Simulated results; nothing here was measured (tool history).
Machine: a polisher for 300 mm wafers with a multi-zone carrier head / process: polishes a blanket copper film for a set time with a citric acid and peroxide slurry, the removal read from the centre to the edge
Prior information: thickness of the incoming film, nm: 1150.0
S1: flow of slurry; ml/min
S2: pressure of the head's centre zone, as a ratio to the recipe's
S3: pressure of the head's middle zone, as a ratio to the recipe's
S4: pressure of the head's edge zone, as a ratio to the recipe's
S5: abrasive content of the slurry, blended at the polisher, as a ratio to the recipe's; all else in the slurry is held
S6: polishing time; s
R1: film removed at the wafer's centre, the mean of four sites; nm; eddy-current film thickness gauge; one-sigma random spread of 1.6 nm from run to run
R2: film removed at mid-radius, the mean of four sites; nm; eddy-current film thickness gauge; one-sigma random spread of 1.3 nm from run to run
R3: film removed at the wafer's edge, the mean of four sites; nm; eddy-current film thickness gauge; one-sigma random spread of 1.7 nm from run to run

run	hour	S1	S2	S3	S4	S5	S6	R1	R2	R3
1	0.0	230	1.00	1.00	1.00	1.00	38	145.00	131.170	133.20
2	9.0	230	1.00	0.94	1.00	1.00	38	144.03	123.100	135.69
3	12.1	230	1.00	0.94	1.00	1.00	43	166.46	140.870	148.67
4	16.3	230	1.00	0.94	1.00	1.00	34	129.17	109.860	118.93
5	20.5	230	1.00	0.94	1.09	1.00	34	132.72	111.640	123.91
6	22.1	230	1.00	0.94	1.09	1.00	29	110.34	94.293	106.86
7	25.4	235	0.98	0.97	1.11	1.10	31	120.27	105.490	117.97
8	32.6	240	0.96	1.02	1.12	1.20	32	122.23	117.450	124.44
# hour 38.7: centre zone pressure recalibrated
9	38.7	245	0.95	1.04	1.13	1.25	33	122.39	126.790	130.85
10	43.0	250	0.96	1.06	1.14	1.30	33	122.01	129.430	135.95
11	45.0	250	0.99	1.08	1.12	1.35	34	130.48	136.730	135.48
12	47.3	260	1.00	1.09	1.13	1.40	34	131.64	139.300	143.79
13	48.3	265	1.01	1.11	1.12	1.40	34	136.33	142.300	139.39
14	54.5	275	1.01	1.12	1.13	1.40	34	136.50	143.670	138.89
15	60.7	280	1.01	1.13	1.14	1.40	34	133.67	145.920	144.78

What will run 16 give?
16	64.7	285	1.02	1.14	1.14	1.40	34	?	?	?

R1: 137.30 nm
R2: 146.250 nm
R3: 142.23 nm
